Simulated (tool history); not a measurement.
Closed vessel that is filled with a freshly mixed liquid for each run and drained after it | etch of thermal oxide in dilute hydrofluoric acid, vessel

run  hour  temperature setpoint of the liquid (K)  parts of water to one part of 49 % hydrofluoric acid (parts by volume)  time in the liquid (s)  thickness taken off the thermal oxide on a monitor wafer (angstrom)
  1     0                                  295.15                                                                     280                    1705                                                               232.44
  2   9.2                                  297.65                                                                     235                    1705                                                               316.58
  3  14.8                                  297.65                                                                     235                    1820                                                               339.14
  4  23.5                                  294.15                                                                     235                    1820                                                               299.45
  5    28                                  297.15                                                                     210                    1820                                                               380.36
  6  37.5                                  299.15                                                                     195                    1820                                                               444.37
  7  39.1                                  299.15                                                                     195                    1820                                                               451.85

Forecast run 8:
  8  44.3                                  303.15                                                                     170                    1820                                                                    ?

Run 8 gave thickness taken off the thermal oxide on a monitor wafer (angstrom) 615.31.
